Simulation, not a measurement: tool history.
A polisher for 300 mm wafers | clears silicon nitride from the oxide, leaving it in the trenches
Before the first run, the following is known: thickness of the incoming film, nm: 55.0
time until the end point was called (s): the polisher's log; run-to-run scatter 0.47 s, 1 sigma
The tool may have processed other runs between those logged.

run,hour,flow of slurry (ml/min),pressure of the wafer on the pad (kPa),speed of the pad under the wafer (m/s),overpolish time after the end point (s),time until the end point was called (s)
1,0,225,11.7,1.02,20,87.308
2,1.8,225,11.7,1.02,22,88.838
3,5.9,225,11.7,1.02,22,87.31
4,14.2,225,12.4,1.02,22,84.567
5,21.2,225,12.4,1.12,22,76.21
6,27.7,255,12.4,1.12,22,75.512

Run 7 has not been measured yet. What should we expect?
7,32.6,255,15.9,1.14,22,?

time until the end point was called (s): 58.16
